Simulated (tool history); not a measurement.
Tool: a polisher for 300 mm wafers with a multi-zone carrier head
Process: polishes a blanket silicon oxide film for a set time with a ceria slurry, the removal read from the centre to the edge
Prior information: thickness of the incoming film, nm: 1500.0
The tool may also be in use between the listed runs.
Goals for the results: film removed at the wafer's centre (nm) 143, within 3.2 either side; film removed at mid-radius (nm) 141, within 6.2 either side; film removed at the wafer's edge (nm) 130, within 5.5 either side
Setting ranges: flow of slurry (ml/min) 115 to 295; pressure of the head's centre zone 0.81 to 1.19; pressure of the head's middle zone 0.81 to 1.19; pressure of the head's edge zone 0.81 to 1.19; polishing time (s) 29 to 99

| run | hour | flow of slurry (ml/min) | pressure of the head's centre zone | pressure of the head's middle zone | pressure of the head's edge zone | polishing time (s) | film removed at the wafer's centre (nm) | film removed at mid-radius (nm) | film removed at the wafer's edge (nm) |
|---|---|---|---|---|---|---|---|---|---|
| 1 | 0 | 190 | 1 | 1 | 1 | 64 | 255.8 | 250.68 | 247 |
| 2 | 2.5 | 190 | 0.99 | 0.99 | 0.94 | 52 | 209.2 | 203.65 | 195.17 |
| 3 | 7.6 | 190 | 0.97 | 0.98 | 0.9 | 45 | 177.8 | 172.58 | 168.92 |
| 4 | 10.1 | 215 | 0.97 | 0.98 | 0.9 | 45 | 183.11 | 179.97 | 170.21 |
| 5 | 13.7 | 215 | 0.97 | 0.98 | 0.9 | 30 | 121.97 | 119.84 | 111.81 |
| 6 | 19.8 | 215 | 1.01 | 0.98 | 0.9 | 30 | 122.73 | 119.7 | 111.29 |
| 7 | 22.2 | 220 | 0.99 | 0.98 | 0.87 | 32 | 132.5 | 124.67 | 119.59 |
| 8 | 25.8 | 225 | 0.98 | 1 | 0.86 | 33 | 134.93 | 129.14 | 122.9 |
| 9 | 31.3 | 230 | 0.98 | 1.02 | 0.87 | 34 | 139.87 | 142.11 | 128.38 |

4 next moves are on the table. One of them brings every result within its allowed miss. Which?
| A | 36.8 | 260 | 1.05 | 1.18 | 0.97 | 31 | ? | ? | ? |
| B | 36.8 | 230 | 0.97 | 1.12 | 0.92 | 34 | ? | ? | ? |
| C | 36.8 | 220 | 0.94 | 1.08 | 0.86 | 34 | ? | ? | ? |
| D | 36.8 | 240 | 0.98 | 1.02 | 0.86 | 35 | ? | ? | ? |

| move | film removed at the wafer's centre (nm) | film removed at mid-radius (nm) | film removed at the wafer's edge (nm) |
|---|---|---|---|
| A | 135.8 | 143.17 | 123.51 |
| B | 138.41 | 148.65 | 130.79 |
| C | 134.49 | 143.74 | 126.35 |
| D | 144.27 | 143.18 | 131.23 |
A: the biggest miss grows against the last run
B: the biggest miss grows against the last run
C: the biggest miss grows against the last run
D: meets every target
Move D is the one to make.
